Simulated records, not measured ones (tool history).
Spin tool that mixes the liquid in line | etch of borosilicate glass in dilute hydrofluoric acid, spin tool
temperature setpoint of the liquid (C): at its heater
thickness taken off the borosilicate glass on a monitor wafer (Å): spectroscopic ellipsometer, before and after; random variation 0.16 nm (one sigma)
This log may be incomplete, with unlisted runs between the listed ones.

run	hour	temperature setpoint of the liquid (C)	parts of water to one part of 49 % hydrofluoric acid (parts by volume)	time under the liquid (s)	thickness taken off the borosilicate glass on a monitor wafer (Å)
1	0	20	230	275	360.61
2	7.7	20	150	275	595.96
3	14.8	18.5	150	275	563.66
4	22.9	18.5	185	275	438.96
5	26	19.5	185	275	457.22
6	33.6	19.5	245	275	325.21
7	34.3	21	245	275	344.14

Expected results for the next run?
8	35.9	22	245	275	?

{"run 8": {"thickness taken off the borosilicate glass on a monitor wafer (Å)": 358.14}}

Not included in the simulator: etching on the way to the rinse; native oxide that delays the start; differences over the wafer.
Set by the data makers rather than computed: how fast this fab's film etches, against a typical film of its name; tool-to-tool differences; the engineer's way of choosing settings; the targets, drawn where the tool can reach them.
